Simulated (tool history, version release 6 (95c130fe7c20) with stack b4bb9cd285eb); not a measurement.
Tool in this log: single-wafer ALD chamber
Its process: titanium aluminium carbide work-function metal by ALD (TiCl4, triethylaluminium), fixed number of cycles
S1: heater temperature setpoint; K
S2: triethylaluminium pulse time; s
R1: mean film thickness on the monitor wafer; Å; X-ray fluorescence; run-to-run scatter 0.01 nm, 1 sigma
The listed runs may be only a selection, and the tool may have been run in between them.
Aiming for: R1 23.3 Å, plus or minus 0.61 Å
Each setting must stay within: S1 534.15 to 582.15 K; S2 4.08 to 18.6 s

{"run": 1, "hour": 0.0, "S1": 558.15, "S2": 11.34, "R1": 20.801}
{"run": 2, "hour": 1.3, "S1": 552.15, "S2": 11.34, "R1": 20.304}
{"run": 3, "hour": 5.4, "S1": 544.15, "S2": 11.34, "R1": 19.39}
{"run": 4, "hour": 8.3, "S1": 544.15, "S2": 8.77, "R1": 19.014}
{"run": 5, "hour": 9.0, "S1": 549.15, "S2": 9.52, "R1": 19.579}
{"run": 6, "hour": 13.6, "S1": 549.15, "S2": 7.61, "R1": 19.266}
{"run": 7, "hour": 18.1, "S1": 554.15, "S2": 8.39, "R1": 20.082}
{"run": 8, "hour": 23.1, "S1": 558.15, "S2": 8.78, "R1": 20.558}
{"run": 9, "hour": 28.9, "S1": 570.15, "S2": 12.29, "R1": 22.328}
{"run": 10, "hour": 35.1, "S1": 571.15, "S2": 12.43, "R1": 22.396}
{"run": 11, "hour": 42.9, "S1": 572.15, "S2": 12.57, "R1": 22.556}
{"run": 12, "hour": 43.5, "S1": 573.15, "S2": 12.68, "R1": 22.629}

Pick the move, out of 5, that brings all results within their allowed miss; only one does.
{"run": "A", "hour": 44.1, "S1": 578.15, "S2": 14.45, "R1": "?"}
{"run": "B", "hour": 44.1, "S1": 566.15, "S2": 12.07, "R1": "?"}
{"run": "C", "hour": 44.1, "S1": 569.15, "S2": 13.47, "R1": "?"}
{"run": "D", "hour": 44.1, "S1": 564.15, "S2": 9.56, "R1": "?"}
{"run": "E", "hour": 44.1, "S1": 563.15, "S2": 14.48, "R1": "?"}

move=A R1=23.199
move=B R1=21.709
move=C R1=22.141
move=D R1=21.208
move=E R1=21.535
A: in spec on every target
B: further off than the last run
C: further off than the last run
D: further off than the last run
E: further off than the last run
Answer: A
